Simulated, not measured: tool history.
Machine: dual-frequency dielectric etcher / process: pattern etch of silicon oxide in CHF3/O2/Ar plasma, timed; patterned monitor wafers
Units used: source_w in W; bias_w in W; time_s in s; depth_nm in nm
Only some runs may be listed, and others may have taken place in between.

run 1 day=0 | source_w=610 bias_w=126 time_s=453.5 | depth_nm=767.52
run 2 day=0.046 | source_w=610 bias_w=126 time_s=453.5 | depth_nm=768.3
run 3 day=0.175 | source_w=590 bias_w=124 time_s=453.5 | depth_nm=749.28
run 4 day=0.508 | source_w=590 bias_w=124 time_s=472.5 | depth_nm=784.23
run 5 day=0.733 | source_w=570 bias_w=123 time_s=472 | depth_nm=767.94
run 6 day=0.833 | source_w=680 bias_w=123 time_s=472 | depth_nm=839.68
run 7 day=0.925 | source_w=650 bias_w=121 time_s=471.5 | depth_nm=813.14
run 8 day=1.162 | source_w=650 bias_w=121 time_s=471.5 | depth_nm=806.68
run 9 day=1.521 | source_w=630 bias_w=119 time_s=471 | depth_nm=798.45

For run 10, what comes out?
run 10 day=1.567 | source_w=630 bias_w=119 time_s=471 | depth_nm=?

For run 10 the tool returned depth_nm 800.41 nm.

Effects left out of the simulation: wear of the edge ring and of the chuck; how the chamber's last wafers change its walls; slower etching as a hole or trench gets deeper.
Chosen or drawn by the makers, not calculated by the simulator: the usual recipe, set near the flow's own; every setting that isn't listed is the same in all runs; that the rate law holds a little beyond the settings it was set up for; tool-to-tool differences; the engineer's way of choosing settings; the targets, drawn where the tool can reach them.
